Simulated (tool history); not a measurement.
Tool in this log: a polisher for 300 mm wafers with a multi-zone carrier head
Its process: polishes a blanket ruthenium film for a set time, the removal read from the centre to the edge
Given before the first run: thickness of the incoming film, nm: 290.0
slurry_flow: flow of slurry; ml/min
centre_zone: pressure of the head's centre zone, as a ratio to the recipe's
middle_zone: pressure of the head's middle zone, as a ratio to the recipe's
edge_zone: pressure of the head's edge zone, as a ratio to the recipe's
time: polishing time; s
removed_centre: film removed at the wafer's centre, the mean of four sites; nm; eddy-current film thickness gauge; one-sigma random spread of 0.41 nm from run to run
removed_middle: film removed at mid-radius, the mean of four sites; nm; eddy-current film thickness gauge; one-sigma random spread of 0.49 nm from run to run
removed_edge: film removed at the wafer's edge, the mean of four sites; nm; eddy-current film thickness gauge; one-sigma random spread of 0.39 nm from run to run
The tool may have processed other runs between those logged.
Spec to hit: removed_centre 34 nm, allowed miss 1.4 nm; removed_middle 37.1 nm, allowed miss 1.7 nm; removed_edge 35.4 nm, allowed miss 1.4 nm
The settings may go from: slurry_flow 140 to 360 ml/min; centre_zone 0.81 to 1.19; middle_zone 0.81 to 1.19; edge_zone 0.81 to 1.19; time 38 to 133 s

| run | day | slurry_flow | centre_zone | middle_zone | edge_zone | time | removed_centre | removed_middle | removed_edge |
|---|---|---|---|---|---|---|---|---|---|
| 1 | 0 | 230 | 1 | 1 | 1 | 85 | 51.174 | 49.411 | 50.458 |
| 2 | 0.358 | 230 | 1 | 1 | 1 | 71 | 42.172 | 41.107 | 41.355 |
| 3 | 0.612 | 230 | 1 | 1.07 | 1 | 71 | 41.82 | 43.828 | 41.672 |
| 4 | 0.721 | 270 | 1 | 1.07 | 1 | 71 | 43.354 | 44.996 | 43.249 |
| 5 | 1.008 | 270 | 1 | 1.07 | 1 | 91 | 56.074 | 57.035 | 53.476 |
| 6 | 1.371 | 270 | 1 | 1.07 | 0.96 | 91 | 54.466 | 57.153 | 52.964 |
| 7 | 1.55 | 260 | 0.99 | 1.06 | 0.94 | 84 | 49.385 | 52.74 | 48.417 |
| 8 | 1.921 | 250 | 0.98 | 1.04 | 0.93 | 78 | 47.162 | 48.148 | 44.609 |
| 9 | 2.067 | 245 | 0.88 | 1.02 | 0.98 | 54 | 27.723 | 32.631 | 31.901 |
| 10 | 2.096 | 250 | 0.9 | 1.03 | 0.99 | 55 | 29.781 | 33.391 | 32.02 |
| 11 | 2.412 | 250 | 0.91 | 1.04 | 1 | 56 | 30.747 | 34.724 | 33.191 |

Of the 4 settings listed for the next run, only one would bring every result within its allowed miss of target. Which one?
| A | 2.729 | 185 | 0.86 | 1.06 | 0.96 | 69 | ? | ? | ? |
| B | 2.729 | 190 | 0.97 | 1.11 | 1.05 | 67 | ? | ? | ? |
| C | 2.729 | 250 | 0.95 | 1.08 | 1.01 | 65 | ? | ? | ? |
| D | 2.729 | 265 | 0.9 | 1 | 0.9 | 62 | ? | ? | ? |

| move | removed_centre | removed_middle | removed_edge |
|---|---|---|---|
| A | 34.035 | 40.904 | 38.806 |
| B | 37.483 | 41.44 | 39.434 |
| C | 36.979 | 40.641 | 38.516 |
| D | 33.615 | 36.556 | 34.995 |
A: puts the biggest miss on target and leaves a different result outside tolerance
B: takes the result that was furthest off past its target
C: takes the result that was furthest off past its target
D: hits every target within its allowed miss
The right move is D.
